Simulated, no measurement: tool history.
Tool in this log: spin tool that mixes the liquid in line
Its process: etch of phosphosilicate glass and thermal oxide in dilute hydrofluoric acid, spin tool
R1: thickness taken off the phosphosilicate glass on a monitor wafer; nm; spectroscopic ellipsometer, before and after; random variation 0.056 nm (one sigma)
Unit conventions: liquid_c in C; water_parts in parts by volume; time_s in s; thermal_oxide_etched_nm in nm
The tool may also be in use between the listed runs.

{"run": 1, "hour": 0.0, "liquid_c": 24.0, "water_parts": 150, "time_s": 35, "R1": 24.407, "thermal_oxide_etched_nm": 1.0424}
{"run": 2, "hour": 6.3, "liquid_c": 23.0, "water_parts": 155, "time_s": 35, "R1": 22.668, "thermal_oxide_etched_nm": 0.96368}
{"run": 3, "hour": 8.6, "liquid_c": 22.0, "water_parts": 160, "time_s": 35, "R1": 20.878, "thermal_oxide_etched_nm": 0.94323}
{"run": 4, "hour": 12.7, "liquid_c": 22.0, "water_parts": 160, "time_s": 25, "R1": 15.009, "thermal_oxide_etched_nm": 0.61167}
{"run": 5, "hour": 16.2, "liquid_c": 25.0, "water_parts": 160, "time_s": 25, "R1": 16.766, "thermal_oxide_etched_nm": 0.73462}
{"run": 6, "hour": 24.5, "liquid_c": 24.0, "water_parts": 160, "time_s": 25, "R1": 16.217, "thermal_oxide_etched_nm": 0.69814}
{"run": 7, "hour": 31.3, "liquid_c": 23.0, "water_parts": 160, "time_s": 25, "R1": 15.477, "thermal_oxide_etched_nm": 0.66028}

Forecast run 8:
{"run": 8, "hour": 35.6, "liquid_c": 22.5, "water_parts": 160, "time_s": 25, "R1": "?", "thermal_oxide_etched_nm": "?"}

Run 8 gave R1 15.190 nm, thermal_oxide_etched_nm 0.66520 nm.

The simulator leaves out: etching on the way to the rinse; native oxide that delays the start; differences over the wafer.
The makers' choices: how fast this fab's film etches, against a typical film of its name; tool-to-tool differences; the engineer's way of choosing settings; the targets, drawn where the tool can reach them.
